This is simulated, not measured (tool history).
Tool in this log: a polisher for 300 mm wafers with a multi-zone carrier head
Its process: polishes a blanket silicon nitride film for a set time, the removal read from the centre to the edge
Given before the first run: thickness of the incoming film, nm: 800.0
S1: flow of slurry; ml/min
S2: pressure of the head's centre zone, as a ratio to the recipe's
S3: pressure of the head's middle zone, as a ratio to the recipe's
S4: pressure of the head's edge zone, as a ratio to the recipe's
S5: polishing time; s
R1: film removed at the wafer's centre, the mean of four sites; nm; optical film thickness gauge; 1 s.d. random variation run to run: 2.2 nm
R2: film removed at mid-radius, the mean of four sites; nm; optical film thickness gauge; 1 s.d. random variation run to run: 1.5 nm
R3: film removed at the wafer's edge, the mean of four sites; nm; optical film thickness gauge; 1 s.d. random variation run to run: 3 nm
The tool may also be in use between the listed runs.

run  hour   S1    S2    S3    S4  S5      R1      R2      R3
  1     0  260     1     1     1  79  234.86  241.37  239.11
  2   4.7  260     1     1  0.94  79  236.45  243.83   229.2
  3   9.1  255  0.98  0.97  0.94  78  225.72  234.27  228.71
  4  14.2  250  0.97  0.94  0.93  77   222.2  222.44  221.26
  5  16.6  250  0.97  0.94  0.93  61  174.18  177.41  178.79
  6  25.1  260  0.98  0.95  0.96  62  182.85  182.69  185.85

Run 7 comes next. What will it give?
  7  30.5  315  0.96  0.98  1.06  64   ?   ?   ?

{"run 7": {"R1": 183.16, "R2": 195.67, "R3": 199.64}}
